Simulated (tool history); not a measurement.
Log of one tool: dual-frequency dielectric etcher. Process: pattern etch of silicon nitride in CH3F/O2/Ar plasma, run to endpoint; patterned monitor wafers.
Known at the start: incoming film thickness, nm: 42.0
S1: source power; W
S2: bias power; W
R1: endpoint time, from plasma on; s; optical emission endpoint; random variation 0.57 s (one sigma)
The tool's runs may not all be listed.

run  hour   S1  S2      R1
  1   0.0  330  74  63.686
  2   3.9  330  69  65.234
  3  11.5  330  81  62.391
  4  19.1  280  81  66.332
  5  20.4  320  81  63.305
     23.1  -- wet clean of the chamber
  6  23.1  290  77  70.631
  7  24.4  280  77  72.164
  8  28.0  280  77  71.837

The next listed run, before its measurement:
  9  36.2  230  73   ?

Run 9 gave R1 78.968 s.
